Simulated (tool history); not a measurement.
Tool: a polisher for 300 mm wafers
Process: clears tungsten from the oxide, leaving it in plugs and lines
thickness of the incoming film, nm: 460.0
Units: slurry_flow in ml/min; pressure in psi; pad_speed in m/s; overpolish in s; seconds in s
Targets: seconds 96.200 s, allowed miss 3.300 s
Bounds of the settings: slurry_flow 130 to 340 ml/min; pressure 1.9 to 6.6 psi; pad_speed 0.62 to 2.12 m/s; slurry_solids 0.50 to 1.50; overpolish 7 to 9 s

| run | hour | slurry_flow | pressure | pad_speed | slurry_solids | overpolish | seconds |
|---|---|---|---|---|---|---|---|
| 1 | 0.0 | 220 | 4.2 | 1.36 | 1.00 | 9 | 68.974 |
| 2 | 8.1 | 245 | 4.2 | 1.36 | 1.00 | 9 | 69.218 |
| 3 | 11.3 | 245 | 4.8 | 1.36 | 1.00 | 9 | 61.181 |
| 4 | 17.0 | 245 | 4.4 | 1.36 | 1.00 | 9 | 65.908 |
| 5 | 19.1 | 245 | 4.1 | 1.36 | 1.00 | 9 | 72.050 |
| 6 | 26.1 | 245 | 3.9 | 1.36 | 1.00 | 9 | 72.850 |
| 7 | 32.6 | 245 | 3.9 | 1.36 | 1.00 | 9 | 75.059 |
| 8 | 38.0 | 245 | 3.7 | 1.36 | 1.00 | 9 | 78.714 |
| 9 | 38.6 | 245 | 3.5 | 1.36 | 1.00 | 9 | 82.177 |
| 10 | 43.8 | 245 | 3.4 | 1.36 | 1.00 | 9 | 84.191 |

4 next moves are on the table. One of them brings every result within its allowed miss. Which?
| A | 49.0 | 340 | 3.1 | 1.28 | 0.95 | 9 | ? |
| B | 49.0 | 240 | 3.6 | 1.28 | 0.95 | 9 | ? |
| C | 49.0 | 250 | 3.4 | 1.32 | 0.85 | 7 | ? |
| D | 49.0 | 260 | 3.0 | 1.58 | 0.80 | 7 | ? |

| move | seconds |
|---|---|
| A | 96.102 |
| B | 86.144 |
| C | 90.361 |
| D | 87.379 |
A: meets every target
B: nearer than the last run, and not there yet
C: nearer than the last run, and not there yet
D: nearer than the last run, and not there yet
Move A is the one to make.

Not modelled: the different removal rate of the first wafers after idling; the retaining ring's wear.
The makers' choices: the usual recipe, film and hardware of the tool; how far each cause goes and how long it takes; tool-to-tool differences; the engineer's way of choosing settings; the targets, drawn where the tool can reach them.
